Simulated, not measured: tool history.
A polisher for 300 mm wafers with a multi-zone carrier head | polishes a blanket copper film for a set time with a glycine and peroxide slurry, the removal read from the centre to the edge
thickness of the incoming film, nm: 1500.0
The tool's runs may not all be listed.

run,hour,flow of slurry (ml/min),pressure of the head's centre zone,pressure of the head's middle zone,pressure of the head's edge zone,polishing time (s),film removed at the wafer's centre (nm),film removed at mid-radius (nm),film removed at the wafer's edge (nm)
1,0.0,320,1.00,1.00,1.00,52,229.66,227.63,223.08
2,6.0,320,1.00,1.00,1.08,52,229.06,230.57,234.17
3,9.9,320,1.01,0.99,1.10,55,249.93,245.77,245.28
4,12.4,320,1.00,0.96,1.12,58,264.73,246.36,262.44
5,14.2,320,1.00,1.00,1.12,58,262.37,258.59,263.29
6,20.2,320,1.00,1.00,1.16,58,265.94,249.17,269.65
7,21.7,320,1.00,1.00,1.17,60,269.23,275.15,274.25
8,26.2,320,0.99,0.98,1.17,62,273.23,275.92,289.14
9,34.4,320,1.00,0.97,1.17,63,286.57,272.03,292.62
10,36.2,320,1.00,0.97,1.17,64,285.02,267.97,298.33
11,39.1,325,1.01,0.98,1.17,65,293.94,290.07,301.81
12,41.0,325,1.01,0.97,1.17,66,305.51,295.33,310.04
13,48.2,330,1.01,0.96,1.17,67,304.38,292.88,307.99
14,54.8,325,1.01,0.95,1.17,68,306.95,296.19,317.43
# hour 58.8: worn pad replaced by a new one
15,58.8,325,1.02,0.94,1.17,68,341.17,314.11,351.30

Run 16 comes next. What will it give?
16,61.2,325,1.02,0.94,1.17,68,?,?,?

Run 16 gave film removed at the wafer's centre (nm) 339.03, film removed at mid-radius (nm) 321.12, film removed at the wafer's edge (nm) 347.00.
